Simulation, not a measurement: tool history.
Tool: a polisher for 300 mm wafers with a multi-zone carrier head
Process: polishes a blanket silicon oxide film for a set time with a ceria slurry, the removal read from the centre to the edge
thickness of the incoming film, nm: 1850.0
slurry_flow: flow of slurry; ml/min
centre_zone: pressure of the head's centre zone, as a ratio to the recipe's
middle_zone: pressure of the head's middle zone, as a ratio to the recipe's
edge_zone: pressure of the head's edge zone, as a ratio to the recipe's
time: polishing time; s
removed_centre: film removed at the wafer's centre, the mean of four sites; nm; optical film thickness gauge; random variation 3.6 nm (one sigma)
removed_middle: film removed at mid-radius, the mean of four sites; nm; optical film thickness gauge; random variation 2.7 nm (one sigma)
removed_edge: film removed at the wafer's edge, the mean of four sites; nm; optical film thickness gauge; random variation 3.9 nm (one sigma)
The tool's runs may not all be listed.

run  hour  slurry_flow  centre_zone  middle_zone  edge_zone  time  removed_centre  removed_middle  removed_edge
  1   0.0          205         1.00         1.00       1.00    55          274.47          293.19        298.06
  2   3.3          205         1.00         1.05       1.00    55          278.09          302.87        293.40
  3   7.0          205         1.00         1.08       1.00    55          278.74          302.53        299.00
  4  14.8          205         1.00         1.03       1.00    55          277.41          295.88        301.46
  5  22.2          210         1.00         1.04       1.02    57          285.07          313.91        308.38
     30.4  -- slurry nozzle cleaned
  6  30.4          210         1.00         0.99       1.02    57          309.98          331.62        330.47
  7  31.1          265         0.90         0.89       1.02    62          318.45          346.16        368.04
  8  36.8          270         0.91         0.90       1.03    62          324.46          354.82        362.24
  9  39.3          270         0.91         0.90       1.04    63          331.40          356.32        369.70
 10  44.8          270         0.91         0.90       1.04    64          336.68          361.92        380.13
 11  47.7          270         0.91         0.90       1.05    65          338.15          366.56        393.03

The next listed run, before its measurement:
 12  48.7          275         0.91         0.90       1.05    65               ?               ?             ?

Run 12 gave removed_centre 344.30 nm, removed_middle 370.00 nm, removed_edge 388.78 nm.

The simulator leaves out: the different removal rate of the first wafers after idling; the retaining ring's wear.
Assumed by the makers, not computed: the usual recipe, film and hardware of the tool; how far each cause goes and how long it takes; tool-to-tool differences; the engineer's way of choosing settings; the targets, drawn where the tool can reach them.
